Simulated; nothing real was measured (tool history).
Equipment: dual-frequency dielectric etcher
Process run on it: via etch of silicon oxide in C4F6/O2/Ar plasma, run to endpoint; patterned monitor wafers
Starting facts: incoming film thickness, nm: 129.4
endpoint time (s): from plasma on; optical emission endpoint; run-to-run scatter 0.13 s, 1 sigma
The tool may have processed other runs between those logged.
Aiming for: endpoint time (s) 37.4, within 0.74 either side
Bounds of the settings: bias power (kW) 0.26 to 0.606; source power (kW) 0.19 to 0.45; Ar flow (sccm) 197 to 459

run  hour  bias power (kW)  source power (kW)  Ar flow (sccm)  endpoint time (s)
  1     0            0.433               0.32             328             32.138
  2   6.3             0.39               0.32             328             33.615
  3  11.8             0.39               0.32             299             33.421
  4  20.2            0.374               0.32             299             33.842
  5  25.4            0.418               0.32             299             32.339
  6  27.5            0.418               0.35             299             30.753
  7  31.4            0.396               0.35             300             31.543
  8  35.8            0.377               0.35             301             32.284
  9  38.7             0.36               0.35             302             32.987
 10    41            0.346               0.35             303               33.4

4 next moves are on the table. One of them brings every result within its allowed miss. Which?
  A  43.3            0.304               0.35             301                  ?
  B  43.3            0.413                0.4             298                  ?
  C  43.3            0.322               0.33             317                  ?
  D  43.3             0.27               0.33             260                  ?

move  endpoint time (s)
   A             35.439
   B             29.172
   C             35.823
   D              37.65
A: an improvement on the last run, though not all results are within tolerance
B: the biggest miss grows against the last run
C: an improvement on the last run, though not all results are within tolerance
D: all results land within tolerance of their targets
D is the move that brings every result within its allowed miss.

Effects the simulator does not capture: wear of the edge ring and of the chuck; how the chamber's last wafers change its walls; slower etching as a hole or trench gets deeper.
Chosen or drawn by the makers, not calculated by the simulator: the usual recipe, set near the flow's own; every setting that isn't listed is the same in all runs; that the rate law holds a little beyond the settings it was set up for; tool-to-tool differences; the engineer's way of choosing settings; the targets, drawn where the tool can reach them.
